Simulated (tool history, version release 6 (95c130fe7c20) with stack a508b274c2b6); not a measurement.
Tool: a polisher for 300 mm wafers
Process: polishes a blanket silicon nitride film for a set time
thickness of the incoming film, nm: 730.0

| run | hour | flow of slurry (ml/min) | pressure of the wafer on the pad (psi) | speed of the pad under the wafer (m/s) | polishing time (s) | film removed (angstrom) |
|---|---|---|---|---|---|---|
| 1 | 0 | 290 | 4.7 | 1.4 | 44 | 1209.4 |
| 2 | 5.8 | 290 | 4.4 | 1.4 | 44 | 1138.9 |
| 3 | 12.1 | 290 | 4.2 | 1.4 | 44 | 1084 |
| 4 | 18.6 | 330 | 4.2 | 1.4 | 44 | 1098.2 |
| 5 | 25.5 | 330 | 4.8 | 1.4 | 44 | 1265.2 |
| 6 | 26.4 | 330 | 5.6 | 1.4 | 44 | 1445.8 |
| 7 | 27.8 | 330 | 5 | 1.4 | 44 | 1322.4 |

Forecast run 8:
| 8 | 32.5 | 315 | 4.6 | 1.4 | 44 | ? |

film removed (angstrom): 1195.8

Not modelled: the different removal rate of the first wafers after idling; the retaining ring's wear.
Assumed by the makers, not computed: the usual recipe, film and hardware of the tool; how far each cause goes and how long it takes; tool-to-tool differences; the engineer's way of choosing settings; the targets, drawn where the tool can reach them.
